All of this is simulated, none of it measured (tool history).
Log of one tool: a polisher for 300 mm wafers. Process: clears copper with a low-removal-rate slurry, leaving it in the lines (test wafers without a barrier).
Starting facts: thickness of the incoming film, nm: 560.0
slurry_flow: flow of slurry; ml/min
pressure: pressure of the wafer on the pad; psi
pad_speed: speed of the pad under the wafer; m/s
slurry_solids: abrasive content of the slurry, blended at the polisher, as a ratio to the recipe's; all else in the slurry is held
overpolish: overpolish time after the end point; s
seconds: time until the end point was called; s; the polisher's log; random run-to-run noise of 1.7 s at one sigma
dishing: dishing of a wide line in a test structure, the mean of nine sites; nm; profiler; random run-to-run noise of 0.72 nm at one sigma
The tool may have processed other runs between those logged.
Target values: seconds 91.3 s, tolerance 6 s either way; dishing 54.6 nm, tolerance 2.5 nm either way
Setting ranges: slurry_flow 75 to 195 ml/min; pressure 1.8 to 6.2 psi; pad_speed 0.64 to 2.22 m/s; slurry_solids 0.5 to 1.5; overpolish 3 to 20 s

run 1 hour=0 | slurry_flow=125 pressure=4 pad_speed=1.42 slurry_solids=1 overpolish=10 | seconds=119 dishing=29.964
run 2 hour=8.7 | slurry_flow=125 pressure=4 pad_speed=1.42 slurry_solids=0.9 overpolish=10 | seconds=127.05 dishing=29.384
run 3 hour=17.7 | slurry_flow=125 pressure=4.2 pad_speed=1.42 slurry_solids=0.9 overpolish=10 | seconds=117.97 dishing=30.606
run 4 hour=24.3 | slurry_flow=125 pressure=4.2 pad_speed=1.42 slurry_solids=0.75 overpolish=10 | seconds=120.48 dishing=29.203
run 5 hour=26.4 | slurry_flow=125 pressure=4.2 pad_speed=1.12 slurry_solids=0.75 overpolish=10 | seconds=148.7 dishing=24.99
run 6 hour=31.2 | slurry_flow=125 pressure=4.2 pad_speed=0.86 slurry_solids=0.75 overpolish=10 | seconds=177.54 dishing=21.565
-- hour=35.9 worn pad replaced by a new one
run 7 hour=35.9 | slurry_flow=125 pressure=4.4 pad_speed=0.92 slurry_solids=0.75 overpolish=11 | seconds=145.66 dishing=28.398
run 8 hour=43.1 | slurry_flow=125 pressure=4.5 pad_speed=0.92 slurry_solids=0.75 overpolish=11 | seconds=142.92 dishing=28.201
run 9 hour=51.1 | slurry_flow=125 pressure=4.6 pad_speed=0.92 slurry_solids=0.75 overpolish=11 | seconds=136.88 dishing=29.239
run 10 hour=56 | slurry_flow=125 pressure=4.7 pad_speed=0.92 slurry_solids=0.75 overpolish=11 | seconds=140.6 dishing=29.241
run 11 hour=64 | slurry_flow=125 pressure=4.8 pad_speed=0.94 slurry_solids=0.75 overpolish=11 | seconds=127.67 dishing=30.697

4 next moves are on the table. One of them brings every result within its allowed miss. Which?
run A hour=72 | slurry_flow=125 pressure=5.4 pad_speed=1.56 slurry_solids=0.95 overpolish=13 | seconds=? dishing=?
run B hour=72 | slurry_flow=115 pressure=5.5 pad_speed=1.02 slurry_solids=0.8 overpolish=16 | seconds=? dishing=?
run C hour=72 | slurry_flow=120 pressure=6.2 pad_speed=1.08 slurry_solids=0.75 overpolish=16 | seconds=? dishing=?
run D hour=72 | slurry_flow=110 pressure=6.2 pad_speed=1.06 slurry_solids=0.9 overpolish=14 | seconds=? dishing=?

move=A seconds=73.985 dishing=52.801
move=B seconds=106.33 dishing=47.261
move=C seconds=91.463 dishing=53.107
move=D seconds=90.393 dishing=48.611
A: brings the last run's worst result on target, with another outside its allowed miss
B: closes in on the targets versus the last run, not all within tolerance yet
C: in spec on every target
D: closes in on the targets versus the last run, not all within tolerance yet
So the answer is move C, the one that meets all the targets.
